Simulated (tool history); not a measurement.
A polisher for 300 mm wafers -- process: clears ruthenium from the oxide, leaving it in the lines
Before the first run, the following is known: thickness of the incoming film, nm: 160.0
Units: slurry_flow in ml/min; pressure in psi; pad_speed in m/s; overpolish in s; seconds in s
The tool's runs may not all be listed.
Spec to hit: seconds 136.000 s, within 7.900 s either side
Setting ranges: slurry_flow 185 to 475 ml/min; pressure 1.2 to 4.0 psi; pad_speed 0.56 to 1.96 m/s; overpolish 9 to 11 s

{"run": 1, "day": 0.0, "slurry_flow": 305, "pressure": 2.6, "pad_speed": 1.26, "overpolish": 11, "seconds": 81.756}
{"run": 2, "day": 0.317, "slurry_flow": 305, "pressure": 3.2, "pad_speed": 1.26, "overpolish": 11, "seconds": 66.174}
{"run": 3, "day": 0.633, "slurry_flow": 305, "pressure": 3.2, "pad_speed": 1.26, "overpolish": 11, "seconds": 64.566}
{"run": 4, "day": 0.958, "slurry_flow": 305, "pressure": 3.2, "pad_speed": 1.26, "overpolish": 11, "seconds": 64.084}
{"run": 5, "day": 1.175, "slurry_flow": 340, "pressure": 3.2, "pad_speed": 1.26, "overpolish": 11, "seconds": 64.708}
{"run": 6, "day": 1.504, "slurry_flow": 340, "pressure": 2.9, "pad_speed": 1.24, "overpolish": 11, "seconds": 73.772}
{"run": 7, "day": 1.621, "slurry_flow": 340, "pressure": 2.9, "pad_speed": 1.24, "overpolish": 11, "seconds": 72.53}
{"run": 8, "day": 1.867, "slurry_flow": 340, "pressure": 2.7, "pad_speed": 1.22, "overpolish": 11, "seconds": 75.721}
{"run": 9, "day": 2.225, "slurry_flow": 335, "pressure": 2.5, "pad_speed": 1.18, "overpolish": 11, "seconds": 82.764}
{"run": 10, "day": 2.288, "slurry_flow": 330, "pressure": 2.3, "pad_speed": 1.14, "overpolish": 11, "seconds": 95.329}

Below are 5 possible settings for the next run. Only one of them brings all results inside the allowed miss of their targets. Which is it?
{"run": "A", "day": 2.35, "slurry_flow": 350, "pressure": 2.1, "pad_speed": 0.86, "overpolish": 9, "seconds": "?"}
{"run": "B", "day": 2.35, "slurry_flow": 310, "pressure": 2.8, "pad_speed": 1.18, "overpolish": 9, "seconds": "?"}
{"run": "C", "day": 2.35, "slurry_flow": 345, "pressure": 1.6, "pad_speed": 1.34, "overpolish": 9, "seconds": "?"}
{"run": "D", "day": 2.35, "slurry_flow": 360, "pressure": 2.4, "pad_speed": 1.38, "overpolish": 10, "seconds": "?"}
{"run": "E", "day": 2.35, "slurry_flow": 340, "pressure": 2.1, "pad_speed": 0.76, "overpolish": 11, "seconds": "?"}

move=A seconds=136.030
move=B seconds=79.383
move=C seconds=110.730
move=D seconds=76.843
move=E seconds=153.430
A: every result within its allowed miss
B: the biggest miss grows against the last run
C: an improvement on the last run, though not all results are within tolerance
D: the biggest miss grows against the last run
E: takes the biggest miss from the last run beyond its target
Go with A: it meets all targets.
